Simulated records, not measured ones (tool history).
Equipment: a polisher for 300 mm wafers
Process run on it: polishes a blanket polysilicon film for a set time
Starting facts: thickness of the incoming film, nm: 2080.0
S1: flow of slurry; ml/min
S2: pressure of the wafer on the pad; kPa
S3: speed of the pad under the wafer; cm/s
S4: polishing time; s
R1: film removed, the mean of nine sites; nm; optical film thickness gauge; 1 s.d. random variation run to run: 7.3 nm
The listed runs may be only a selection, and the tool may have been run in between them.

| run | hour | S1 | S2 | S3 | S4 | R1 |
|---|---|---|---|---|---|---|
| 1 | 0 | 210 | 11.7 | 118 | 106 | 612.33 |
| 2 | 7.8 | 210 | 11 | 118 | 106 | 577.69 |
| 3 | 10.6 | 210 | 11 | 118 | 106 | 583.94 |
| 4 | 18.9 | 210 | 10.3 | 118 | 106 | 528.23 |
| 5 | 22.5 | 210 | 10.3 | 118 | 111 | 571.67 |
| 6 | 25.1 | 210 | 10.3 | 132 | 111 | 627.42 |
| 7 | 31.7 | 210 | 9.7 | 132 | 111 | 582.6 |

Estimate the outcome of run 8 from the log above:
| 8 | 37.7 | 210 | 7.6 | 130 | 111 | ? |

{"run 8": {"R1": 450.35}}
